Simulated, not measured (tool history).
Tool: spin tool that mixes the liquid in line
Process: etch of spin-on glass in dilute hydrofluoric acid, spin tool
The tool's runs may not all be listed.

run	hour	temperature setpoint of the liquid (°C)	parts of water to one part of 49 % hydrofluoric acid (parts by volume)	time under the liquid (s)	thickness taken off the spin-on glass on a monitor wafer (angstrom)
1	0	25	75	50	320.44
2	2.2	21.5	75	50	278.09
3	4.8	21.5	100	50	201.74
4	8.8	21.5	100	50	203.64
5	16.8	23	95	50	226.57
6	20	23	95	50	228.82
7	21.3	24	90	50	249.15
8	28.2	28	60	50	458.53

The next listed run, before its measurement:
9	32.5	32	60	50	?

thickness taken off the spin-on glass on a monitor wafer (angstrom): 536.19

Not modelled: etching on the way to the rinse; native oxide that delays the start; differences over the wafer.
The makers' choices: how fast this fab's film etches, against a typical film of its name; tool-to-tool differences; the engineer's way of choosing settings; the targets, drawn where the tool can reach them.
